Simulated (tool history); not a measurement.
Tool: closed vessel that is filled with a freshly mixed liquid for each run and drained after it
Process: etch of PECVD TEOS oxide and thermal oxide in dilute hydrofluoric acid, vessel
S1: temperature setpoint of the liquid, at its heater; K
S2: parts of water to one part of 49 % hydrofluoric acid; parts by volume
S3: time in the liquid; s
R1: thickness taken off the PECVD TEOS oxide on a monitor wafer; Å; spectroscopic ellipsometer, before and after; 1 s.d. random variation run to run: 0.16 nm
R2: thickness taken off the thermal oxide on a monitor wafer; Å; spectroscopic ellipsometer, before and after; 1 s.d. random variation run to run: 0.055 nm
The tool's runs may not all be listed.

Run 1, hour 0.0: S1 298.15 K, S2 45 parts by volume, S3 90 s. Result: R1 319.74 Å, R2 96.441 Å.
Run 2, hour 1.3: S1 298.15 K, S2 35 parts by volume, S3 90 s. Result: R1 421.48 Å, R2 125.260 Å.
Run 3, hour 7.2: S1 298.15 K, S2 35 parts by volume, S3 105 s. Result: R1 481.48 Å, R2 145.040 Å.
Run 4, hour 10.8: S1 298.15 K, S2 40 parts by volume, S3 105 s. Result: R1 424.99 Å, R2 127.740 Å.
Run 5, hour 11.7: S1 298.15 K, S2 25 parts by volume, S3 105 s. Result: R1 700.05 Å, R2 208.330 Å.
Run 6, hour 15.1: S1 296.15 K, S2 30 parts by volume, S3 105 s. Result: R1 520.75 Å, R2 157.920 Å.
Run 7, hour 19.3: S1 295.15 K, S2 35 parts by volume, S3 105 s. Result: R1 423.16 Å, R2 129.640 Å.
Run 8, hour 24.9: S1 294.15 K, S2 40 parts by volume, S3 105 s. Result: R1 350.95 Å, R2 109.190 Å.

Predict the results of run 9:
Run 9, hour 30.9: S1 293.65 K, S2 45 parts by volume, S3 105 s. Result: R1 ?, R2 ?.

Run 9 gave R1 307.50 Å, R2 94.820 Å.
